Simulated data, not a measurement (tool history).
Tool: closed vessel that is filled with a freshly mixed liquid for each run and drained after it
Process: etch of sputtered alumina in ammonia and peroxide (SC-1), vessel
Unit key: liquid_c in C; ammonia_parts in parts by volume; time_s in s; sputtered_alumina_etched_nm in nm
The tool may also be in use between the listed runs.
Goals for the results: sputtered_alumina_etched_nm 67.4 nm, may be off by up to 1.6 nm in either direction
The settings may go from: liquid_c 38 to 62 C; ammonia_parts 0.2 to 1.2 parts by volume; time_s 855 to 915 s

run  hour  liquid_c  ammonia_parts  time_s  sputtered_alumina_etched_nm
  1     0        46           0.85     855                       54.604
  2   1.4      52.5           0.85     855                        77.98
  3   4.5      52.5           0.85     855                       76.656
  4   6.6        52           0.85     855                       75.811
  5  10.8      51.5           0.85     855                       73.079
  6  17.1        58           0.85     855                       103.58
  7  17.9        57           0.85     855                       98.466
  8  24.3        49           0.85     855                        63.16
  9  32.1      49.5           0.85     855                       66.144

4 candidate next runs follow, results not yet known. Just one meets every target within its allowed miss. Identify it.
  A  39.9        48            0.7     915                            ?
  B  39.9      48.5            0.8     885                            ?
  C  39.9      49.5            0.7     855                            ?
  D  39.9        49            0.9     895                            ?

move  sputtered_alumina_etched_nm
   A                       64.102
   B                       64.565
   C                       65.096
   D                       67.887
A: further off than the last run
B: further off than the last run
C: further off than the last run
D: each result inside its tolerance
D meets every target.
